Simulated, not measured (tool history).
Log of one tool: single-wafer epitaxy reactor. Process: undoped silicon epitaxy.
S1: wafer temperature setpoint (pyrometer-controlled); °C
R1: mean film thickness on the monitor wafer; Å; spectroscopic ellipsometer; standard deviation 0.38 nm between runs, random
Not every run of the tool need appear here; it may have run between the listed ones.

Run 1, hour 0.0: S1 670 °C, deposition time (s) 534. Result: R1 1380.2 Å.
Run 2, hour 7.0: S1 660 °C, deposition time (s) 534. Result: R1 1105.6 Å.
Run 3, hour 16.0: S1 666 °C, deposition time (s) 534. Result: R1 1261.9 Å.
Run 4, hour 18.3: S1 675 °C, deposition time (s) 534. Result: R1 1545.5 Å.
Run 5, hour 24.1: S1 683 °C, deposition time (s) 534. Result: R1 1828.0 Å.
Run 6, hour 29.6: S1 683 °C, deposition time (s) 457. Result: R1 1572.7 Å.

The next listed run, before its measurement:
At hour 34.7: pyrometer calibrated.
Run 7, hour 34.7: S1 679 °C, deposition time (s) 456. Result: R1 ?.

Run 7 came out at R1 1323.5 Å.
